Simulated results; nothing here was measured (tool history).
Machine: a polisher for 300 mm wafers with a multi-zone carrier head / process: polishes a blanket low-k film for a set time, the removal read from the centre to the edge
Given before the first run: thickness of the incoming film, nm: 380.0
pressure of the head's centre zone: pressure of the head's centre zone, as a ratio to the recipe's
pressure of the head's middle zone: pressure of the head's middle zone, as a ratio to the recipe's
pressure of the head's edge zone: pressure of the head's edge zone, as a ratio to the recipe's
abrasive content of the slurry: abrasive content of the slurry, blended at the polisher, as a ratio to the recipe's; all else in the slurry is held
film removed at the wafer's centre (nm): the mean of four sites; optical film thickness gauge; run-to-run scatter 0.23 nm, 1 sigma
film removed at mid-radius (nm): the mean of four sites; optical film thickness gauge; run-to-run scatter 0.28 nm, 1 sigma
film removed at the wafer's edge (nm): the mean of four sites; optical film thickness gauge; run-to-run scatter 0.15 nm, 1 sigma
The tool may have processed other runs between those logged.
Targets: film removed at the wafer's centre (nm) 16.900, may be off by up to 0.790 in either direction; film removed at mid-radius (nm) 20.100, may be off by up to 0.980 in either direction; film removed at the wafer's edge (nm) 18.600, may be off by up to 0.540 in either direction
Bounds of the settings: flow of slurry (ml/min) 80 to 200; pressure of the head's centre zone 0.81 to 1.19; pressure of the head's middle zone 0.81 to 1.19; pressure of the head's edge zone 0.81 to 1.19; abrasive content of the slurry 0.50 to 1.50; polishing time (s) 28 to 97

run	day	flow of slurry (ml/min)	pressure of the head's centre zone	pressure of the head's middle zone	pressure of the head's edge zone	abrasive content of the slurry	polishing time (s)	film removed at the wafer's centre (nm)	film removed at mid-radius (nm)	film removed at the wafer's edge (nm)
1	0.000	130	1.00	1.00	1.00	1.00	62	37.368	37.842	35.812
2	0.067	120	0.95	0.99	0.96	0.85	55	27.938	28.646	28.070
3	0.121	140	0.95	0.99	0.96	0.85	55	28.445	29.588	28.490
4	0.396	140	0.95	0.99	0.90	0.85	55	28.328	29.738	28.023
5	0.442	140	0.98	0.99	0.90	0.85	55	29.748	29.702	28.291
6	0.642	135	0.93	1.01	0.88	0.75	52	24.103	26.190	23.679
7	1.000	120	0.89	1.00	0.86	0.70	52	21.094	23.058	21.802
8	1.054	110	0.87	1.01	0.84	0.70	52	20.529	23.319	21.354
9	1.183	105	0.85	1.01	0.83	0.65	52	18.420	21.681	20.033
10	1.375	100	0.85	1.01	0.82	0.65	52	18.586	21.815	19.701
11	1.738	95	0.84	1.00	0.82	0.65	52	18.062	21.115	19.652
12	1.975	90	0.84	1.00	0.82	0.65	52	17.794	21.312	19.449
13	2.325	90	0.84	0.99	0.82	0.65	52	17.161	21.220	19.427

Consider the 4 candidate settings below. Which is the only one whose results all fall within their allowed miss of target?
A	2.675	100	0.83	0.98	0.81	0.65	49	?	?	?
B	2.675	100	0.83	0.98	0.88	0.70	49	?	?	?
C	2.675	80	0.82	1.14	0.81	0.80	42	?	?	?
D	2.675	80	0.82	1.09	0.81	0.65	51	?	?	?

move	film removed at the wafer's centre (nm)	film removed at mid-radius (nm)	film removed at the wafer's edge (nm)
A	16.402	19.685	18.681
B	17.601	21.124	20.550
C	16.113	22.337	18.782
D	16.290	21.737	19.007
A: all results in spec
B: moves away from the targets compared with the last run
C: puts the biggest miss on target and leaves a different result outside tolerance
D: puts the biggest miss on target and leaves a different result outside tolerance
Go with A: it meets all targets.

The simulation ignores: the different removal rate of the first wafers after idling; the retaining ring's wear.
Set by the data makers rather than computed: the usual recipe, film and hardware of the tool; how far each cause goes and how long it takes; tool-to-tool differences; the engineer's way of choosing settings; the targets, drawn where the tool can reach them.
